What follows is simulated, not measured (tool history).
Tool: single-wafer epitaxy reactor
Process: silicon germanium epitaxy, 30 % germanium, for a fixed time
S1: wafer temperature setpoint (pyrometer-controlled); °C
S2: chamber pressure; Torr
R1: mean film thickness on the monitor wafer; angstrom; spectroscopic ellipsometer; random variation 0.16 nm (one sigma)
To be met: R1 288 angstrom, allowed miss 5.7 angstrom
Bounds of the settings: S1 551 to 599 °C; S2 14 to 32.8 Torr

run	hour	S1	S2	R1
1	0	575	23.4	364.67
2	1.4	567	23.4	306.8
3	5.2	566	23.4	298.74
4	8.6	558	23.4	251.23
5	14.9	558	20	231.34
6	17.7	553	20	207.2
7	23.2	556	20	222.53
# hour 31.1: pyrometer calibrated
8	31.1	558	20	245.08

Which of these 4 next moves meets every target?
A	39	562	20.6	?
B	39	561	21.2	?
C	39	567	20.1	?
D	39	565	20	?

move	R1
A	272.27
B	269.62
C	300.91
D	287.28
A: nearer than the last run, and not there yet
B: nearer than the last run, and not there yet
C: takes the result that was furthest off past its target
D: meets every target
Move D is the one to make.
